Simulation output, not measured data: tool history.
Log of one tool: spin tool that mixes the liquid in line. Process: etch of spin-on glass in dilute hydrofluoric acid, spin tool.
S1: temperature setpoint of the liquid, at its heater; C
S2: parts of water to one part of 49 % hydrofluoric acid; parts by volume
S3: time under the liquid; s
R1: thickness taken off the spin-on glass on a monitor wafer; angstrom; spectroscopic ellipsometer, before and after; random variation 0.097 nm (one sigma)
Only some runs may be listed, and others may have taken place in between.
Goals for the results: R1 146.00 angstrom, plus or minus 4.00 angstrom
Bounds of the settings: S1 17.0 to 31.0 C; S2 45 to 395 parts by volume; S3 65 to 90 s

| run | day | S1 | S2 | S3 | R1 |
|---|---|---|---|---|---|
| 1 | 0.000 | 23.0 | 220 | 90 | 192.61 |
| 2 | 0.317 | 23.0 | 250 | 90 | 163.24 |
| 3 | 0.367 | 22.5 | 250 | 90 | 161.33 |
| 4 | 0.696 | 22.0 | 250 | 90 | 157.47 |
| 5 | 0.754 | 22.0 | 205 | 90 | 201.38 |
| 6 | 0.983 | 21.0 | 215 | 90 | 180.76 |
| 7 | 1.212 | 20.0 | 215 | 90 | 176.15 |
| 8 | 1.479 | 19.0 | 220 | 90 | 165.48 |
| 9 | 1.504 | 18.5 | 225 | 90 | 158.05 |

Below are 5 possible settings for the next run. Only one of them brings all results inside the allowed miss of their targets. Which is it?
| A | 1.529 | 18.0 | 200 | 90 | ? |
| B | 1.529 | 18.0 | 210 | 90 | ? |
| C | 1.529 | 17.0 | 230 | 90 | ? |
| D | 1.529 | 20.0 | 220 | 80 | ? |
| E | 1.529 | 17.5 | 195 | 90 | ? |

| move | R1 |
|---|---|
| A | 178.31 |
| B | 168.24 |
| C | 145.04 |
| D | 152.79 |
| E | 180.13 |
A: further off than the last run
B: further off than the last run
C: in spec on every target
D: gains on the last run, yet a result remains outside its allowed miss
E: further off than the last run
The right move is C.
